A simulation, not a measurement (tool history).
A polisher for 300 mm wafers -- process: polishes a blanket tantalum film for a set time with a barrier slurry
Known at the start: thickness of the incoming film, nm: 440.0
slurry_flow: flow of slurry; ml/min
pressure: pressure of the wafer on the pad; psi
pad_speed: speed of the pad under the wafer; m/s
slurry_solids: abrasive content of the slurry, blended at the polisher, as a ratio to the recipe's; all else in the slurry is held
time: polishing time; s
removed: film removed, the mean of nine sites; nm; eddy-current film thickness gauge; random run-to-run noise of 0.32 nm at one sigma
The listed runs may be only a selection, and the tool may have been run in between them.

run,day,slurry_flow,pressure,pad_speed,slurry_solids,time,removed
1,0.000,235,2.1,0.98,1.00,40,61.092
2,0.292,265,2.1,0.98,1.00,40,61.445
3,0.354,265,1.9,0.94,1.00,40,54.618
4,0.404,265,1.9,0.94,1.15,40,55.899
5,0.758,265,1.9,0.94,1.15,36,48.423
6,0.992,265,1.9,0.94,1.15,36,50.087
7,1.317,265,1.7,0.92,1.15,36,43.317
8,1.479,265,1.6,0.92,1.15,36,42.171
9,1.721,265,1.5,0.90,1.15,36,38.457
10,1.833,265,1.4,0.90,1.15,36,35.439

Expected results for the next run?
11,1.929,265,1.3,0.90,1.15,36,?

{"run 11": {"removed": 32.667}}
